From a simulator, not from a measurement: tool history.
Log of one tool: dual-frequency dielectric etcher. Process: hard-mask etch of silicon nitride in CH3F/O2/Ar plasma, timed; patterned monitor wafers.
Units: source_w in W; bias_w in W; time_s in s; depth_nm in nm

run	day	source_w	bias_w	time_s	depth_nm
1	0	370	70	286.5	174.37
2	0.217	350	67	286.5	166.71
3	0.525	390	67	286.5	176.14
4	0.558	390	80	286.5	186.46
5	0.667	390	72	286.5	180.39
6	0.717	360	69	286.5	171.33

Run 7 comes next. What will it give?
7	0.975	340	67	286.5	?

depth_nm: 166.22 nm
